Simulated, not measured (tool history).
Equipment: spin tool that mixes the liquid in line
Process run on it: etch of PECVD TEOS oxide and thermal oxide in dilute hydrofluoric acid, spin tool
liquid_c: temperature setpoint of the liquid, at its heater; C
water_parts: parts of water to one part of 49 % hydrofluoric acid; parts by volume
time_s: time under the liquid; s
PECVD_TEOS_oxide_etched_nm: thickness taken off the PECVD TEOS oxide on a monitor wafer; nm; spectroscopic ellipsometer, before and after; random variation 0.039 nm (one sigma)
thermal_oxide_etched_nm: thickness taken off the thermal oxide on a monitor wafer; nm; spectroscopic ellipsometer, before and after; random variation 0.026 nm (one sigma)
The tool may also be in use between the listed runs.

| run | hour | liquid_c | water_parts | time_s | PECVD_TEOS_oxide_etched_nm | thermal_oxide_etched_nm |
|---|---|---|---|---|---|---|
| 1 | 0 | 24 | 235 | 130 | 3.8496 | 2.3741 |
| 2 | 6.2 | 25 | 235 | 130 | 3.9315 | 2.5548 |
| 3 | 9.7 | 25 | 230 | 130 | 4.0919 | 2.5695 |
| 4 | 10.3 | 25.5 | 230 | 130 | 4.1258 | 2.6033 |
| 5 | 13 | 22.5 | 230 | 130 | 3.7021 | 2.3269 |
| 6 | 17.1 | 23.5 | 230 | 130 | 3.8554 | 2.453 |
| 7 | 18.8 | 24.5 | 230 | 130 | 4.0276 | 2.5217 |

Forecast run 8:
| 8 | 21.4 | 25 | 230 | 130 | ? | ? |

PECVD_TEOS_oxide_etched_nm: 4.0675 nm
thermal_oxide_etched_nm: 2.5793 nm
